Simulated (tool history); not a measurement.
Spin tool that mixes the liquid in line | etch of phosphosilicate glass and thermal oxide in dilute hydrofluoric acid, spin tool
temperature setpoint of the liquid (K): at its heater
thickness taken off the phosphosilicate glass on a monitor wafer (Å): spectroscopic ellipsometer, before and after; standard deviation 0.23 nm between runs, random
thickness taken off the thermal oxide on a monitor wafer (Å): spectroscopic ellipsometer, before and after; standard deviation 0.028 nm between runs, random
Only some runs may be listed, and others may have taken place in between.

| run | day | temperature setpoint of the liquid (K) | parts of water to one part of 49 % hydrofluoric acid (parts by volume) | time under the liquid (s) | thickness taken off the phosphosilicate glass on a monitor wafer (Å) | thickness taken off the thermal oxide on a monitor wafer (Å) |
|---|---|---|---|---|---|---|
| 1 | 0.000 | 298.15 | 100 | 45 | 517.83 | 23.157 |
| 2 | 0.258 | 299.65 | 100 | 45 | 562.18 | 23.213 |
| 3 | 0.325 | 299.65 | 100 | 60 | 736.84 | 30.950 |
| 4 | 0.512 | 298.15 | 110 | 60 | 626.58 | 26.977 |
| 5 | 0.725 | 298.15 | 110 | 50 | 519.61 | 23.216 |
| 6 | 0.812 | 298.15 | 120 | 50 | 475.02 | 20.685 |

Run 7, settings as shown, results not yet in. Your forecast:
| 7 | 0.896 | 298.15 | 120 | 50 | ? | ? |

{"run 7": {"thickness taken off the phosphosilicate glass on a monitor wafer (Å)": 475.19, "thickness taken off the thermal oxide on a monitor wafer (Å)": 20.045}}

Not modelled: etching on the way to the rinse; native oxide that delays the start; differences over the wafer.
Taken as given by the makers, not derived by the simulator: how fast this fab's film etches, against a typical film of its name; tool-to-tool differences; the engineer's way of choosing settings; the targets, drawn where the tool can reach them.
